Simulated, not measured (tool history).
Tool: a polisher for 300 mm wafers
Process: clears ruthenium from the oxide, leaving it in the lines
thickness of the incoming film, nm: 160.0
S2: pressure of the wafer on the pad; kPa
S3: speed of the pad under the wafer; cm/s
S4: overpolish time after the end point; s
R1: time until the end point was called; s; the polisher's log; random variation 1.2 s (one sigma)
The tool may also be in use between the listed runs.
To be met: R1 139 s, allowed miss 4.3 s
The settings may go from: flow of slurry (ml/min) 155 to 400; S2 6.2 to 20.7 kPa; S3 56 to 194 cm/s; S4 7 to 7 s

run 1 day=0 | flow_of_slurry_(ml/min)=255 S2=13.1 S3=124 S4=7 | R1=110.24
run 2 day=0.15 | flow_of_slurry_(ml/min)=255 S2=12.4 S3=124 S4=7 | R1=113.31
run 3 day=0.496 | flow_of_slurry_(ml/min)=255 S2=14.5 S3=124 S4=7 | R1=96.965
run 4 day=0.692 | flow_of_slurry_(ml/min)=255 S2=13.1 S3=124 S4=7 | R1=109.88
run 5 day=0.75 | flow_of_slurry_(ml/min)=280 S2=13.1 S3=124 S4=7 | R1=110.23
run 6 day=1.008 | flow_of_slurry_(ml/min)=280 S2=12.4 S3=124 S4=7 | R1=113.46
-- day=1.154 head pressure recalibrated
run 7 day=1.154 | flow_of_slurry_(ml/min)=280 S2=11.7 S3=124 S4=7 | R1=127.49
run 8 day=1.183 | flow_of_slurry_(ml/min)=285 S2=11.7 S3=124 S4=7 | R1=125.42

Which of these 5 next moves meets every target?
run A day=1.212 | flow_of_slurry_(ml/min)=305 S2=9 S3=138 S4=7 | R1=?
run B day=1.212 | flow_of_slurry_(ml/min)=270 S2=12.4 S3=100 S4=7 | R1=?
run C day=1.212 | flow_of_slurry_(ml/min)=230 S2=12.4 S3=110 S4=7 | R1=?
run D day=1.212 | flow_of_slurry_(ml/min)=310 S2=9.7 S3=126 S4=7 | R1=?
run E day=1.212 | flow_of_slurry_(ml/min)=355 S2=14.5 S3=98 S4=7 | R1=?

move=A R1=146.85
move=B R1=147.35
move=C R1=136.55
move=D R1=149.05
move=E R1=126.62
A: takes the result that was furthest off past its target
B: takes the result that was furthest off past its target
C: meets every target
D: takes the result that was furthest off past its target
E: nearer than the last run, and not there yet
Answer: C

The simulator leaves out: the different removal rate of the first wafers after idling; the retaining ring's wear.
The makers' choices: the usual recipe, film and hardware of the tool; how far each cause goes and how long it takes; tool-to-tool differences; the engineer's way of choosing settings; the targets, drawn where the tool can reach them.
